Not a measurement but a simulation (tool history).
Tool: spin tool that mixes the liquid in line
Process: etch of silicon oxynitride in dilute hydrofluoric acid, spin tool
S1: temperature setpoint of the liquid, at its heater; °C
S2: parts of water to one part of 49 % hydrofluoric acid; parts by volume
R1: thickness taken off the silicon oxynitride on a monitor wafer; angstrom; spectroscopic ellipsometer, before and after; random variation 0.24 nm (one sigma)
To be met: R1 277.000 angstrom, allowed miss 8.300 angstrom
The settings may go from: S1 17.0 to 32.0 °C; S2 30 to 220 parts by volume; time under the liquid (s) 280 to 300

{"run": 1, "day": 0.0, "S1": 24.0, "S2": 125, "time under the liquid (s)": 280, "R1": 102.57}
{"run": 2, "day": 0.129, "S1": 25.0, "S2": 115, "time under the liquid (s)": 280, "R1": 116.75}
{"run": 3, "day": 0.188, "S1": 28.0, "S2": 115, "time under the liquid (s)": 280, "R1": 134.25}
{"run": 4, "day": 0.521, "S1": 28.0, "S2": 155, "time under the liquid (s)": 280, "R1": 97.545}
{"run": 5, "day": 0.625, "S1": 28.5, "S2": 145, "time under the liquid (s)": 280, "R1": 106.28}
{"run": 6, "day": 0.792, "S1": 31.5, "S2": 145, "time under the liquid (s)": 280, "R1": 121.32}
{"run": 7, "day": 1.15, "S1": 31.5, "S2": 135, "time under the liquid (s)": 280, "R1": 133.36}
{"run": 8, "day": 1.333, "S1": 31.5, "S2": 125, "time under the liquid (s)": 280, "R1": 142.6}
{"run": 9, "day": 1.508, "S1": 31.5, "S2": 115, "time under the liquid (s)": 280, "R1": 159.85}
{"run": 10, "day": 1.558, "S1": 31.5, "S2": 110, "time under the liquid (s)": 280, "R1": 168.65}
{"run": 11, "day": 1.621, "S1": 31.5, "S2": 105, "time under the liquid (s)": 280, "R1": 176.33}
{"run": 12, "day": 1.921, "S1": 32.0, "S2": 55, "time under the liquid (s)": 280, "R1": 358.52}
{"run": 13, "day": 2.096, "S1": 28.0, "S2": 55, "time under the liquid (s)": 280, "R1": 299.82}
{"run": 14, "day": 2.196, "S1": 27.0, "S2": 55, "time under the liquid (s)": 280, "R1": 289.55}

4 next moves are on the table. One of them brings every result within its allowed miss. Which?
{"run": "A", "day": 2.296, "S1": 26.5, "S2": 55, "time under the liquid (s)": 280, "R1": "?"}
{"run": "B", "day": 2.296, "S1": 30.5, "S2": 70, "time under the liquid (s)": 280, "R1": "?"}
{"run": "C", "day": 2.296, "S1": 27.0, "S2": 55, "time under the liquid (s)": 290, "R1": "?"}
{"run": "D", "day": 2.296, "S1": 27.5, "S2": 65, "time under the liquid (s)": 300, "R1": "?"}

move=A R1=280.130
move=B R1=261.360
move=C R1=297.120
move=D R1=263.790
A: meets every target
B: takes the result that was furthest off past its target
C: further off than the last run
D: takes the result that was furthest off past its target
Move A is the one to make.

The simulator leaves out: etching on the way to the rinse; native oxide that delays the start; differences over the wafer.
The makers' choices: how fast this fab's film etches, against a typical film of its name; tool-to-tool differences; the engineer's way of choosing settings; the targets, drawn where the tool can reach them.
